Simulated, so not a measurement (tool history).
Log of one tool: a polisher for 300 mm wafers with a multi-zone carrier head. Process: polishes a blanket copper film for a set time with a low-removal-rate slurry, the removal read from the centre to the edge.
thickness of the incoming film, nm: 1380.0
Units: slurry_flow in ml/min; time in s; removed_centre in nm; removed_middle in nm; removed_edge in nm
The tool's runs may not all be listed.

run 1 hour=0 | slurry_flow=210 centre_zone=1 middle_zone=1 edge_zone=1 slurry_solids=1 time=73 | removed_centre=233.34 removed_middle=232.75 removed_edge=226.98
run 2 hour=7.7 | slurry_flow=210 centre_zone=1.01 middle_zone=1.02 edge_zone=0.97 slurry_solids=0.9 time=66 | removed_centre=204.64 removed_middle=201.16 removed_edge=190.97
run 3 hour=16.7 | slurry_flow=210 centre_zone=1.01 middle_zone=1.02 edge_zone=0.97 slurry_solids=0.9 time=57 | removed_centre=175.46 removed_middle=180.12 removed_edge=167.23
run 4 hour=22.4 | slurry_flow=210 centre_zone=1.01 middle_zone=1.03 edge_zone=0.94 slurry_solids=0.8 time=55 | removed_centre=158.82 removed_middle=164.1 removed_edge=149.56
run 5 hour=23.5 | slurry_flow=210 centre_zone=1.02 middle_zone=1.04 edge_zone=0.92 slurry_solids=0.75 time=55 | removed_centre=160.25 removed_middle=161.44 removed_edge=147.51
run 6 hour=27.2 | slurry_flow=240 centre_zone=1.02 middle_zone=1.04 edge_zone=0.92 slurry_solids=0.75 time=55 | removed_centre=167.63 removed_middle=166.43 removed_edge=151.1
run 7 hour=29.9 | slurry_flow=230 centre_zone=1.03 middle_zone=1.06 edge_zone=0.9 slurry_solids=0.7 time=54 | removed_centre=159.86 removed_middle=161.05 removed_edge=138.42
run 8 hour=35.5 | slurry_flow=230 centre_zone=1.03 middle_zone=1.06 edge_zone=0.9 slurry_solids=0.7 time=54 | removed_centre=158.51 removed_middle=160.55 removed_edge=140.55
run 9 hour=38.3 | slurry_flow=205 centre_zone=1.04 middle_zone=1.09 edge_zone=0.81 slurry_solids=0.5 time=45 | removed_centre=113.3 removed_middle=117.46 removed_edge=95.19
run 10 hour=45.8 | slurry_flow=265 centre_zone=1.06 middle_zone=1.11 edge_zone=0.9 slurry_solids=0.5 time=45 | removed_centre=120.45 removed_middle=120.22 removed_edge=103.05
run 11 hour=52.4 | slurry_flow=280 centre_zone=1.09 middle_zone=1.19 edge_zone=0.92 slurry_solids=0.75 time=47 | removed_centre=153.79 removed_middle=159.32 removed_edge=129.92
run 12 hour=58.8 | slurry_flow=275 centre_zone=1.08 middle_zone=1.17 edge_zone=0.9 slurry_solids=0.75 time=47 | removed_centre=152.32 removed_middle=158.09 removed_edge=128.09
run 13 hour=66.8 | slurry_flow=215 centre_zone=1.04 middle_zone=1.07 edge_zone=0.82 slurry_solids=0.55 time=46 | removed_centre=123.31 removed_middle=122.58 removed_edge=102.78
run 14 hour=71 | slurry_flow=230 centre_zone=1.04 middle_zone=1.08 edge_zone=0.83 slurry_solids=0.55 time=46 | removed_centre=124.37 removed_middle=124.33 removed_edge=102.39
run 15 hour=76.8 | slurry_flow=240 centre_zone=1.04 middle_zone=1.09 edge_zone=0.84 slurry_solids=0.55 time=46 | removed_centre=123.11 removed_middle=128.36 removed_edge=102.14
run 16 hour=81.2 | slurry_flow=250 centre_zone=1.04 middle_zone=1.1 edge_zone=0.85 slurry_solids=0.55 time=46 | removed_centre=125.57 removed_middle=127.95 removed_edge=105.84
run 17 hour=87.7 | slurry_flow=250 centre_zone=1.04 middle_zone=1.1 edge_zone=0.85 slurry_solids=0.55 time=46 | removed_centre=126.48 removed_middle=127.53 removed_edge=106.42
run 18 hour=94 | slurry_flow=290 centre_zone=1.07 middle_zone=1.15 edge_zone=0.91 slurry_solids=0.65 time=46 | removed_centre=140.39 removed_middle=147.59 removed_edge=119.5
run 19 hour=100.1 | slurry_flow=285 centre_zone=1.07 middle_zone=1.15 edge_zone=0.91 slurry_solids=0.65 time=46 | removed_centre=134.9 removed_middle=145.34 removed_edge=117.81
run 20 hour=109 | slurry_flow=280 centre_zone=1.07 middle_zone=1.15 edge_zone=0.91 slurry_solids=0.65 time=46 | removed_centre=139.29 removed_middle=145.53 removed_edge=116.36
run 21 hour=116 | slurry_flow=275 centre_zone=1.07 middle_zone=1.15 edge_zone=0.91 slurry_solids=0.65 time=46 | removed_centre=140.86 removed_middle=144.86 removed_edge=117.89

The next listed run, before its measurement:
run 22 hour=118.9 | slurry_flow=270 centre_zone=1.07 middle_zone=1.15 edge_zone=0.9 slurry_solids=0.65 time=46 | removed_centre=? removed_middle=? removed_edge=?

Run 22 gave removed_centre 140.38 nm, removed_middle 141.91 nm, removed_edge 118.91 nm.
